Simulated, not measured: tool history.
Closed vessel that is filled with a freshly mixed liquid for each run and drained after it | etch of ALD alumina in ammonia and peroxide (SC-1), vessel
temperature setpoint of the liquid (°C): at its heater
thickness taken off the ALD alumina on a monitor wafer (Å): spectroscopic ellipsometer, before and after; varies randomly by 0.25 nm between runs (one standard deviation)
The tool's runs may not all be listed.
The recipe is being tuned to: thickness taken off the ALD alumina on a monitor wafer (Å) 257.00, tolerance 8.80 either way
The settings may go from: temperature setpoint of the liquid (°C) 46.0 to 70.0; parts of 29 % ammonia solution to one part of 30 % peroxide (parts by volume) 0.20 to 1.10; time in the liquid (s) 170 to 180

run  hour  temperature setpoint of the liquid (°C)  parts of 29 % ammonia solution to one part of 30 % peroxide (parts by volume)  time in the liquid (s)  thickness taken off the ALD alumina on a monitor wafer (Å)
  1   0.0                                     62.0                                                                           0.60                     170                                                      164.92
  2   3.4                                     63.5                                                                           0.60                     170                                                      180.09
  3   9.3                                     63.5                                                                           0.50                     170                                                      175.32
  4  16.5                                     63.5                                                                           0.50                     170                                                      174.88
  5  18.2                                     64.5                                                                           0.50                     170                                                      185.51
  6  24.9                                     65.5                                                                           0.50                     170                                                      195.93
  7  27.4                                     66.5                                                                           0.50                     170                                                      206.49
  8  30.6                                     67.0                                                                           0.50                     170                                                      207.49
  9  37.7                                     67.5                                                                           0.50                     170                                                      213.56
 10  46.4                                     67.5                                                                           0.50                     170                                                      213.57
 11  53.2                                     68.0                                                                           0.50                     170                                                      219.79
 12  59.2                                     68.5                                                                           0.50                     170                                                      226.81
 13  63.8                                     69.0                                                                           0.50                     170                                                      232.73

Next run, 5 choices. One meets every target within its allowed miss, the rest don't. Which?
  A  68.4                                     65.5                                                                           0.65                     180                                                           ?
  B  68.4                                     66.0                                                                           0.55                     175                                                           ?
  C  68.4                                     69.5                                                                           0.60                     180                                                           ?
  D  68.4                                     66.0                                                                           1.10                     170                                                           ?
  E  68.4                                     68.0                                                                           0.20                     180                                                           ?

move  thickness taken off the ALD alumina on a monitor wafer (Å)
   A                                                      212.61
   B                                                      208.56
   C                                                      256.48
   D                                                      216.27
   E                                                      215.06
A: moves away from the targets compared with the last run
B: moves away from the targets compared with the last run
C: hits every target within its allowed miss
D: moves away from the targets compared with the last run
E: moves away from the targets compared with the last run
C meets every target.
